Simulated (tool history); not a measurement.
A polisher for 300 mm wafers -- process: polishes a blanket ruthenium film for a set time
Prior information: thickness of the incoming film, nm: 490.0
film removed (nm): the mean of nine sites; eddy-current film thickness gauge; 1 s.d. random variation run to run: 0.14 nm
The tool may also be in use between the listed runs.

run	day	flow of slurry (ml/min)	pressure of the wafer on the pad (kPa)	speed of the pad under the wafer (cm/s)	polishing time (s)	film removed (nm)
1	0.000	275	16.5	100	25	28.693
2	0.288	275	16.5	122	25	34.121
3	0.575	275	20.0	122	25	41.050
4	0.683	275	17.2	122	25	35.031
5	0.775	275	15.2	110	25	28.190
6	1.092	275	15.2	128	25	32.618
7	1.167	275	13.8	116	25	27.703

Estimate the outcome of run 8 from the log above:
8	1.321	275	9.7	88	23	?

{"run 8": {"film removed (nm)": 13.77}}
